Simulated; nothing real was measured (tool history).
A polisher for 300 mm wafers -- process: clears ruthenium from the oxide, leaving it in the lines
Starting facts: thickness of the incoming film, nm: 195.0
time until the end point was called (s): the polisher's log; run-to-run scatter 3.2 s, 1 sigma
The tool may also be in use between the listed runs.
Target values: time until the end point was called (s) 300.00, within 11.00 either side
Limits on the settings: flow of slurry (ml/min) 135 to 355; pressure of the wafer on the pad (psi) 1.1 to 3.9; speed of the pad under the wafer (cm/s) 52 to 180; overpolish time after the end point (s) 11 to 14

run	hour	flow of slurry (ml/min)	pressure of the wafer on the pad (psi)	speed of the pad under the wafer (cm/s)	overpolish time after the end point (s)	time until the end point was called (s)
1	0.0	225	2.5	116	14	116.91
2	3.3	220	2.1	104	14	152.28
3	9.5	215	1.8	96	14	189.00
4	10.5	215	1.8	96	14	188.89
5	11.9	215	2.0	96	14	173.27
6	16.3	215	2.0	114	14	148.00
7	21.2	210	1.8	104	14	176.32
8	24.8	205	1.6	98	14	205.10
9	27.2	200	1.5	94	14	226.76
10	28.7	180	1.1	82	14	341.06
11	30.1	195	1.1	82	14	336.98
12	37.1	205	1.1	82	14	337.75
13	44.5	205	1.2	82	14	316.63

Which of these 5 next moves meets every target?
A	51.9	165	1.1	82	14	?
B	51.9	180	1.3	80	13	?
C	51.9	195	1.5	78	14	?
D	51.9	225	1.3	86	14	?
E	51.9	200	1.1	86	14	?

move	time until the end point was called (s)
A	343.41
B	302.24
C	271.16
D	278.34
E	324.15
A: its largest miss is bigger than the last run's
B: each result inside its tolerance
C: moves the result that the last run missed by most past its target, out the other side
D: moves the result that the last run missed by most past its target, out the other side
E: its largest miss is bigger than the last run's
The move that meets every target is B.

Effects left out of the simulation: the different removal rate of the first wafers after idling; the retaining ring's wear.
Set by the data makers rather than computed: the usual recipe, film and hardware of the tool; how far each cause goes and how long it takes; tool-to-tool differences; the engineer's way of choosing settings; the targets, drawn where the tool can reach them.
